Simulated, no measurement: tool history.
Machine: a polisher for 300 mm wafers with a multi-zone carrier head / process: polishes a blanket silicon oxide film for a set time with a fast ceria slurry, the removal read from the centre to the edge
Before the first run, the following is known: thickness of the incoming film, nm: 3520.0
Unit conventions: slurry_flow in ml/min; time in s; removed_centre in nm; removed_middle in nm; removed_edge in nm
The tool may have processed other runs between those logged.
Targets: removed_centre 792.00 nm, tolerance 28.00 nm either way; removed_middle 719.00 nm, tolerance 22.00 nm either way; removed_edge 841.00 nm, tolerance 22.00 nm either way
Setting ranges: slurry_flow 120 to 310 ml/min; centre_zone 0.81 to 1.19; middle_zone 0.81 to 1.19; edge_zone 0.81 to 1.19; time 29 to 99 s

run 1 hour=0.0 | slurry_flow=200 centre_zone=1.00 middle_zone=1.00 edge_zone=1.00 time=64 | removed_centre=826.33 removed_middle=824.46 removed_edge=837.43
run 2 hour=5.2 | slurry_flow=180 centre_zone=1.00 middle_zone=1.00 edge_zone=1.00 time=64 | removed_centre=809.53 removed_middle=805.40 removed_edge=826.70
run 3 hour=8.4 | slurry_flow=200 centre_zone=1.00 middle_zone=1.00 edge_zone=1.00 time=64 | removed_centre=818.69 removed_middle=827.28 removed_edge=829.50
run 4 hour=10.6 | slurry_flow=180 centre_zone=1.00 middle_zone=0.97 edge_zone=1.02 time=64 | removed_centre=813.65 removed_middle=800.30 removed_edge=842.49
run 5 hour=19.4 | slurry_flow=220 centre_zone=1.00 middle_zone=0.97 edge_zone=1.02 time=64 | removed_centre=828.48 removed_middle=800.90 removed_edge=855.78
run 6 hour=24.0 | slurry_flow=215 centre_zone=0.99 middle_zone=0.94 edge_zone=1.01 time=64 | removed_centre=829.93 removed_middle=796.96 removed_edge=848.46
run 7 hour=30.0 | slurry_flow=205 centre_zone=0.98 middle_zone=0.91 edge_zone=1.02 time=64 | removed_centre=816.79 removed_middle=768.20 removed_edge=845.07
run 8 hour=31.9 | slurry_flow=200 centre_zone=0.97 middle_zone=0.89 edge_zone=1.03 time=64 | removed_centre=789.37 removed_middle=761.69 removed_edge=849.09
run 9 hour=38.7 | slurry_flow=195 centre_zone=0.98 middle_zone=0.87 edge_zone=1.03 time=64 | removed_centre=804.07 removed_middle=745.08 removed_edge=840.48
run 10 hour=43.2 | slurry_flow=190 centre_zone=0.98 middle_zone=0.86 edge_zone=1.04 time=64 | removed_centre=809.50 removed_middle=742.43 removed_edge=856.19

Next run, 4 choices. One meets every target within its allowed miss, the rest don't. Which?
run A hour=47.7 | slurry_flow=230 centre_zone=0.90 middle_zone=0.92 edge_zone=1.19 time=62 | removed_centre=? removed_middle=? removed_edge=?
run B hour=47.7 | slurry_flow=170 centre_zone=0.99 middle_zone=0.85 edge_zone=1.07 time=63 | removed_centre=? removed_middle=? removed_edge=?
run C hour=47.7 | slurry_flow=190 centre_zone=0.95 middle_zone=0.86 edge_zone=1.05 time=66 | removed_centre=? removed_middle=? removed_edge=?
run D hour=47.7 | slurry_flow=165 centre_zone=0.87 middle_zone=0.87 edge_zone=1.09 time=68 | removed_centre=? removed_middle=? removed_edge=?

move=A removed_centre=712.31 removed_middle=762.22 removed_edge=880.93
move=B removed_centre=766.37 removed_middle=712.81 removed_edge=833.37
move=C removed_centre=781.83 removed_middle=762.29 removed_edge=874.49
move=D removed_centre=723.20 removed_middle=777.84 removed_edge=904.07
A: the biggest miss grows against the last run
B: each result inside its tolerance
C: the biggest miss grows against the last run
D: the biggest miss grows against the last run
B is the move that brings every result within its allowed miss.
